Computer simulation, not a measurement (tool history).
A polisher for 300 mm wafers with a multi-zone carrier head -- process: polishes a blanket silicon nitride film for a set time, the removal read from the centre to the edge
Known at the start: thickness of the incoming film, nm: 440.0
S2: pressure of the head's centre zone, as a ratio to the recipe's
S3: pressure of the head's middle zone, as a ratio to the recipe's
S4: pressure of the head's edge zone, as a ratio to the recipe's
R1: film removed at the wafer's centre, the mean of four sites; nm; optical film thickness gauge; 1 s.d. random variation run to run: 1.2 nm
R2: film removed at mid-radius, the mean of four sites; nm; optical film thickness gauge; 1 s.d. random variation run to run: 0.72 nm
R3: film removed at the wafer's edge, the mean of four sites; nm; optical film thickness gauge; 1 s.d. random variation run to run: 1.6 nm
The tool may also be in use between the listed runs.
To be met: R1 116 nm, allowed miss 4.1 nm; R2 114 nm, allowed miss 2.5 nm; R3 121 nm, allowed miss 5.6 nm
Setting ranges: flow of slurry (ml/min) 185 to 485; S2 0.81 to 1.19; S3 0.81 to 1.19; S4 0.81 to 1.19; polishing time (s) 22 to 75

run 1 hour=0 | flow_of_slurry_(ml/min)=310 S2=1 S3=1 S4=1 polishing_time_(s)=48 | R1=117.89 R2=120.04 R3=121.37
run 2 hour=2 | flow_of_slurry_(ml/min)=310 S2=1 S3=1 S4=1 polishing_time_(s)=37 | R1=90.988 R2=91.887 R3=94.152
run 3 hour=7.9 | flow_of_slurry_(ml/min)=310 S2=1.08 S3=1 S4=1 polishing_time_(s)=37 | R1=96.364 R2=90.594 R3=90.969
run 4 hour=13.5 | flow_of_slurry_(ml/min)=255 S2=1.08 S3=1 S4=1 polishing_time_(s)=37 | R1=93.531 R2=89.298 R3=90.364
run 5 hour=20.1 | flow_of_slurry_(ml/min)=265 S2=1.08 S3=1 S4=1.02 polishing_time_(s)=38 | R1=95.929 R2=91.135 R3=93.313
run 6 hour=20.7 | flow_of_slurry_(ml/min)=265 S2=1.08 S3=1 S4=1.1 polishing_time_(s)=38 | R1=96.656 R2=90.486 R3=96.311
run 7 hour=27.6 | flow_of_slurry_(ml/min)=275 S2=1.08 S3=1.01 S4=1.11 polishing_time_(s)=39 | R1=98.967 R2=95.211 R3=103.01
run 8 hour=30.2 | flow_of_slurry_(ml/min)=365 S2=1.18 S3=1.11 S4=1.16 polishing_time_(s)=40 | R1=117.08 R2=109.11 R3=107.36
run 9 hour=38.4 | flow_of_slurry_(ml/min)=365 S2=1.17 S3=1.1 S4=1.16 polishing_time_(s)=41 | R1=118.85 R2=111.27 R3=112.38
run 10 hour=44.3 | flow_of_slurry_(ml/min)=370 S2=1.16 S3=1.1 S4=1.16 polishing_time_(s)=41 | R1=120.9 R2=110.7 R3=111.88
run 11 hour=48.7 | flow_of_slurry_(ml/min)=370 S2=1.15 S3=1.1 S4=1.16 polishing_time_(s)=41 | R1=118.06 R2=111.5 R3=114.41
run 12 hour=52.7 | flow_of_slurry_(ml/min)=370 S2=1.15 S3=1.1 S4=1.16 polishing_time_(s)=41 | R1=118.17 R2=110.1 R3=112.73
-- hour=57 slurry nozzle cleaned
run 13 hour=57 | flow_of_slurry_(ml/min)=370 S2=1.15 S3=1.1 S4=1.16 polishing_time_(s)=41 | R1=124.92 R2=115.42 R3=116.89
run 14 hour=62 | flow_of_slurry_(ml/min)=365 S2=1.14 S3=1.1 S4=1.16 polishing_time_(s)=41 | R1=123.7 R2=117.47 R3=114.51
run 15 hour=67.4 | flow_of_slurry_(ml/min)=345 S2=1.14 S3=1.09 S4=1.16 polishing_time_(s)=42 | R1=125.52 R2=118.21 R3=119.4
run 16 hour=72.7 | flow_of_slurry_(ml/min)=345 S2=1.13 S3=1.08 S4=1.16 polishing_time_(s)=42 | R1=125.65 R2=118.61 R3=117.99
run 17 hour=78.4 | flow_of_slurry_(ml/min)=335 S2=1.11 S3=1.06 S4=1.16 polishing_time_(s)=42 | R1=120.71 R2=115.75 R3=118.51
run 18 hour=85 | flow_of_slurry_(ml/min)=330 S2=1.1 S3=1.05 S4=1.16 polishing_time_(s)=42 | R1=121.89 R2=114.43 R3=120.2

Pick the move, out of 5, that brings all results within their allowed miss; only one does.
run A hour=91.6 | flow_of_slurry_(ml/min)=310 S2=1.16 S3=1.18 S4=1.06 polishing_time_(s)=41 | R1=? R2=? R3=?
run B hour=91.6 | flow_of_slurry_(ml/min)=320 S2=1.05 S3=1.03 S4=1.19 polishing_time_(s)=42 | R1=? R2=? R3=?
run C hour=91.6 | flow_of_slurry_(ml/min)=400 S2=1.15 S3=1.01 S4=1.07 polishing_time_(s)=42 | R1=? R2=? R3=?
run D hour=91.6 | flow_of_slurry_(ml/min)=310 S2=1.14 S3=1.14 S4=1.04 polishing_time_(s)=42 | R1=? R2=? R3=?
run E hour=91.6 | flow_of_slurry_(ml/min)=290 S2=1.15 S3=1.03 S4=1.17 polishing_time_(s)=43 | R1=? R2=? R3=?

move=A R1=123.87 R2=120.54 R3=106.92
move=B R1=115.39 R2=112.24 R3=116.68
move=C R1=128.85 R2=112.81 R3=112.19
move=D R1=124.72 R2=120.39 R3=108.55
move=E R1=127.71 R2=113.68 R3=117.48
A: moves away from the targets compared with the last run
B: every result within its allowed miss
C: moves away from the targets compared with the last run
D: moves away from the targets compared with the last run
E: moves away from the targets compared with the last run
So the answer is move B, the one that meets all the targets.
